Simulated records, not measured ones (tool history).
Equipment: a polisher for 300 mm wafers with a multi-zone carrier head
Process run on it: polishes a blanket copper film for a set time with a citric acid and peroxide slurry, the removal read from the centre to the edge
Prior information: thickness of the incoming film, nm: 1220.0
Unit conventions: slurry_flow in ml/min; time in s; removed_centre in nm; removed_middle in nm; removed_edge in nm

run	hour	slurry_flow	centre_zone	middle_zone	edge_zone	slurry_solids	time	removed_centre	removed_middle	removed_edge
1	0.0	280	1.00	1.00	1.00	1.00	57	66.764	69.516	65.741
2	3.7	280	1.00	1.08	1.00	1.00	57	67.186	72.734	66.159
3	8.1	280	1.00	1.08	1.00	0.95	57	65.423	71.459	66.096
4	15.2	280	1.00	1.08	1.00	0.80	57	62.273	69.045	62.824
5	17.4	275	0.99	1.04	1.05	0.95	60	69.935	74.390	70.963
6	25.2	215	0.99	1.04	1.05	0.95	60	66.047	70.840	68.537
7	28.3	215	0.99	1.04	1.05	0.95	60	66.801	69.929	69.261
8	36.8	205	0.98	1.03	1.08	1.05	63	70.791	77.545	74.455
9	45.2	195	0.97	0.98	1.11	1.05	67	71.849	76.394	80.450
10	51.4	210	0.98	0.96	1.13	1.15	68	78.227	77.272	84.066
11	59.2	225	0.97	0.96	1.14	1.25	69	82.158	81.733	88.805
12	60.7	245	0.96	0.96	1.15	1.30	69	79.855	83.730	90.184
13	66.3	255	0.97	0.95	1.16	1.35	70	84.606	84.968	93.002
14	72.4	260	0.97	0.95	1.17	1.40	71	85.839	88.695	97.144
15	76.3	265	0.98	0.95	1.17	1.40	71	84.240	89.416	97.528

What does the tool deliver on the next run?
16	81.6	275	1.07	0.93	1.19	1.50	72	?	?	?

Logged for run 16: removed_centre 98.596 nm, removed_middle 90.426 nm, removed_edge 101.260 nm.

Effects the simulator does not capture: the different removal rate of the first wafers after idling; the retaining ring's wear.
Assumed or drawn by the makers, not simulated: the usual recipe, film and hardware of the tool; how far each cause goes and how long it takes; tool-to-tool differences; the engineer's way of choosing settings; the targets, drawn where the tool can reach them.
